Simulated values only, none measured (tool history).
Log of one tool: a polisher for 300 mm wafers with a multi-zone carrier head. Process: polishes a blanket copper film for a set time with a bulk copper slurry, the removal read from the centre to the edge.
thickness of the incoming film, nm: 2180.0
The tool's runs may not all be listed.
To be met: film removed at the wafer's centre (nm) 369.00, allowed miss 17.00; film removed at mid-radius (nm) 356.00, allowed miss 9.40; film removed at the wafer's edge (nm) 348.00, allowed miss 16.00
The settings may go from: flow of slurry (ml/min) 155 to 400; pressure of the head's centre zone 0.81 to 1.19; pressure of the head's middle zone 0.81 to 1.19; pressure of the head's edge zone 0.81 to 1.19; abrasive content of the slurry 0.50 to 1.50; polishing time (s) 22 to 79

| run | hour | flow of slurry (ml/min) | pressure of the head's centre zone | pressure of the head's middle zone | pressure of the head's edge zone | abrasive content of the slurry | polishing time (s) | film removed at the wafer's centre (nm) | film removed at mid-radius (nm) | film removed at the wafer's edge (nm) |
|---|---|---|---|---|---|---|---|---|---|---|
| 1 | 0.0 | 255 | 1.00 | 1.00 | 1.00 | 1.00 | 50 | 656.52 | 661.58 | 671.29 |
| 2 | 7.4 | 255 | 1.00 | 1.00 | 1.00 | 1.00 | 44 | 579.72 | 584.53 | 575.51 |
| 3 | 15.9 | 230 | 1.00 | 1.00 | 1.00 | 1.00 | 44 | 583.26 | 573.96 | 565.46 |
| 4 | 20.6 | 230 | 1.00 | 1.00 | 1.00 | 1.00 | 53 | 688.00 | 701.01 | 708.08 |
| 5 | 28.7 | 230 | 1.00 | 1.03 | 1.00 | 1.00 | 53 | 690.02 | 703.64 | 695.88 |
| 6 | 36.8 | 220 | 0.99 | 1.01 | 0.99 | 0.90 | 47 | 598.43 | 604.87 | 586.66 |
| 7 | 39.3 | 210 | 0.97 | 0.98 | 0.98 | 0.80 | 43 | 517.14 | 523.54 | 521.24 |
| 8 | 45.9 | 205 | 0.97 | 0.96 | 0.96 | 0.75 | 40 | 473.36 | 462.94 | 473.84 |
| 9 | 47.3 | 245 | 0.96 | 0.98 | 0.86 | 0.50 | 30 | 319.85 | 327.41 | 302.18 |
| 10 | 53.3 | 245 | 0.98 | 0.98 | 0.89 | 0.50 | 30 | 319.47 | 329.36 | 313.10 |
| 11 | 61.3 | 245 | 1.01 | 0.98 | 0.90 | 0.55 | 30 | 341.88 | 334.26 | 318.91 |
| 12 | 65.6 | 245 | 1.02 | 0.99 | 0.92 | 0.55 | 30 | 341.96 | 338.02 | 324.63 |
| 13 | 72.5 | 245 | 1.03 | 0.99 | 0.93 | 0.55 | 30 | 344.92 | 334.37 | 320.06 |
| 14 | 75.2 | 245 | 1.03 | 0.99 | 0.94 | 0.55 | 30 | 349.94 | 329.81 | 324.03 |
| 15 | 80.1 | 245 | 1.03 | 1.00 | 0.95 | 0.55 | 30 | 347.13 | 336.44 | 333.95 |
| 16 | 82.7 | 245 | 1.04 | 1.01 | 0.95 | 0.55 | 30 | 345.64 | 339.74 | 327.13 |
| 17 | 88.4 | 245 | 1.05 | 1.01 | 0.96 | 0.55 | 30 | 363.88 | 336.77 | 330.58 |
| 18 | 92.8 | 245 | 1.05 | 1.02 | 0.97 | 0.55 | 30 | 357.32 | 343.53 | 330.70 |
| 19 | 99.3 | 245 | 1.05 | 1.02 | 0.98 | 0.55 | 30 | 362.39 | 344.83 | 339.26 |

Which of these 4 next moves meets every target?
| A | 105.8 | 235 | 1.02 | 1.00 | 0.93 | 0.50 | 33 | ? | ? | ? |
| B | 105.8 | 200 | 1.17 | 0.98 | 0.93 | 0.70 | 31 | ? | ? | ? |
| C | 105.8 | 225 | 1.06 | 1.11 | 0.83 | 0.65 | 30 | ? | ? | ? |
| D | 105.8 | 225 | 1.11 | 1.09 | 0.90 | 0.50 | 31 | ? | ? | ? |

| move | film removed at the wafer's centre (nm) | film removed at mid-radius (nm) | film removed at the wafer's edge (nm) |
|---|---|---|---|
| A | 363.60 | 359.43 | 346.40 |
| B | 421.73 | 358.06 | 352.43 |
| C | 368.01 | 379.38 | 320.21 |
| D | 370.19 | 359.08 | 319.04 |
A: meets every target
B: brings the result that was furthest off to its target, and leaves another outside
C: takes the result that was furthest off past its target
D: brings the result that was furthest off to its target, and leaves another outside
Move A is the one to make.
